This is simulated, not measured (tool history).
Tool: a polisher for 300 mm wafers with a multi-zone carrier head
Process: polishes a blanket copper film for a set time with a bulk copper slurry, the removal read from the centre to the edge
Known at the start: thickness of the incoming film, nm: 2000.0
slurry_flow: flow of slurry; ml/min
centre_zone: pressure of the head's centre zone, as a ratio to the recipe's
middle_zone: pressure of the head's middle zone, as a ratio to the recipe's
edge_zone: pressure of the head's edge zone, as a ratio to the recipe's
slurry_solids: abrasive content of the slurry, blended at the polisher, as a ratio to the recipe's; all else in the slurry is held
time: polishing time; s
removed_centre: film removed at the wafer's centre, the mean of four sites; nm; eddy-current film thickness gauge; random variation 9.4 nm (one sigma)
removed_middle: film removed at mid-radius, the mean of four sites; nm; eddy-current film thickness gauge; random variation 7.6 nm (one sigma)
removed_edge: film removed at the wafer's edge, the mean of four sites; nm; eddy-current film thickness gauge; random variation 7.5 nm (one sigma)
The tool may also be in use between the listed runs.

| run | hour | slurry_flow | centre_zone | middle_zone | edge_zone | slurry_solids | time | removed_centre | removed_middle | removed_edge |
|---|---|---|---|---|---|---|---|---|---|---|
| 1 | 0 | 240 | 1 | 1 | 1 | 1 | 46 | 444.84 | 450.38 | 438.44 |
| 2 | 8.2 | 245 | 1.02 | 0.99 | 1.03 | 1.1 | 49 | 497.75 | 481.25 | 491.66 |
| 3 | 11.5 | 245 | 1.02 | 0.99 | 1 | 1.1 | 49 | 498.04 | 484.35 | 482.28 |
| 4 | 13.4 | 245 | 1.02 | 0.92 | 1 | 1.1 | 49 | 493.49 | 464.95 | 484.68 |
| 5 | 16.3 | 245 | 1.02 | 0.84 | 1 | 1.1 | 49 | 491.42 | 422.07 | 480.74 |
| 6 | 24.4 | 245 | 1.02 | 0.84 | 1 | 1.1 | 44 | 430.76 | 373.46 | 439.88 |
| 7 | 32.6 | 255 | 1.03 | 0.87 | 1.03 | 1.2 | 47 | 500.42 | 430.88 | 480.47 |
| 8 | 41.6 | 240 | 1.01 | 0.87 | 1.05 | 1.3 | 51 | 516.66 | 454.94 | 531.9 |
| 9 | 49.8 | 245 | 1.02 | 0.89 | 1.07 | 1.35 | 53 | 541.82 | 503.42 | 583.2 |
| 10 | 56 | 265 | 1.06 | 0.91 | 1.09 | 1.4 | 53 | 590.99 | 522.25 | 581.88 |
| 11 | 63.3 | 270 | 1.07 | 0.92 | 1.1 | 1.45 | 55 | 609.48 | 561.8 | 606.01 |
| 12 | 69.1 | 270 | 1.08 | 0.92 | 1.11 | 1.45 | 56 | 643.48 | 562.91 | 635.58 |

Forecast run 13:
| 13 | 78 | 275 | 1.09 | 0.93 | 1.12 | 1.45 | 57 | ? | ? | ? |

{"run 13": {"removed_centre": 659.49, "removed_middle": 567.71, "removed_edge": 641.42}}
